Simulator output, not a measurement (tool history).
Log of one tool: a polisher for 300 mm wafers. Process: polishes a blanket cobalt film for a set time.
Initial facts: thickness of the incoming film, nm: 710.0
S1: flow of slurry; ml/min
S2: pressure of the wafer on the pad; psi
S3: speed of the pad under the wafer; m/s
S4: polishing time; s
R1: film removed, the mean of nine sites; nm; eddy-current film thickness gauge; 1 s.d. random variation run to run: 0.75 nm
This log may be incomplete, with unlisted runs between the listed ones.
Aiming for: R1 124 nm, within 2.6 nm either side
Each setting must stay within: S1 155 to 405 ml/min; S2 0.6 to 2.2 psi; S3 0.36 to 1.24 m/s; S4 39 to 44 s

run 1 hour=0 | S1=260 S2=1.4 S3=0.8 S4=44 | R1=144.93
run 2 hour=7.2 | S1=260 S2=1.7 S3=0.8 S4=44 | R1=176.44
run 3 hour=16.2 | S1=260 S2=1.7 S3=0.8 S4=44 | R1=176.48
run 4 hour=18.2 | S1=260 S2=1.7 S3=0.8 S4=39 | R1=156.06
run 5 hour=26.3 | S1=250 S2=1.6 S3=0.8 S4=39 | R1=144.72
run 6 hour=27.8 | S1=220 S2=1.6 S3=0.8 S4=39 | R1=144.9
run 7 hour=28.9 | S1=205 S2=1.5 S3=0.8 S4=39 | R1=134.74
run 8 hour=34.4 | S1=195 S2=1.5 S3=0.8 S4=39 | R1=135.24
run 9 hour=38.2 | S1=190 S2=1.5 S3=0.8 S4=39 | R1=134.19
run 10 hour=38.8 | S1=185 S2=1.5 S3=0.8 S4=39 | R1=134.48
run 11 hour=42.8 | S1=180 S2=1.5 S3=0.8 S4=39 | R1=133.05
run 12 hour=49.2 | S1=180 S2=1.5 S3=0.8 S4=39 | R1=132.88
run 13 hour=53.7 | S1=175 S2=1.5 S3=0.8 S4=39 | R1=133.65
run 14 hour=56.9 | S1=170 S2=1.5 S3=0.8 S4=39 | R1=133.38

Pick the move, out of 5, that brings all results within their allowed miss; only one does.
run A hour=60.1 | S1=155 S2=1.5 S3=0.84 S4=40 | R1=?
run B hour=60.1 | S1=155 S2=1.5 S3=0.8 S4=44 | R1=?
run C hour=60.1 | S1=160 S2=1.6 S3=0.78 S4=44 | R1=?
run D hour=60.1 | S1=160 S2=1.4 S3=0.82 S4=42 | R1=?
run E hour=60.1 | S1=155 S2=1.6 S3=0.7 S4=39 | R1=?

move=A R1=142.18
move=B R1=149.17
move=C R1=155.29
move=D R1=136.66
move=E R1=123.71
A: the biggest miss grows against the last run
B: the biggest miss grows against the last run
C: the biggest miss grows against the last run
D: the biggest miss grows against the last run
E: all results in spec
Go with E: it meets all targets.
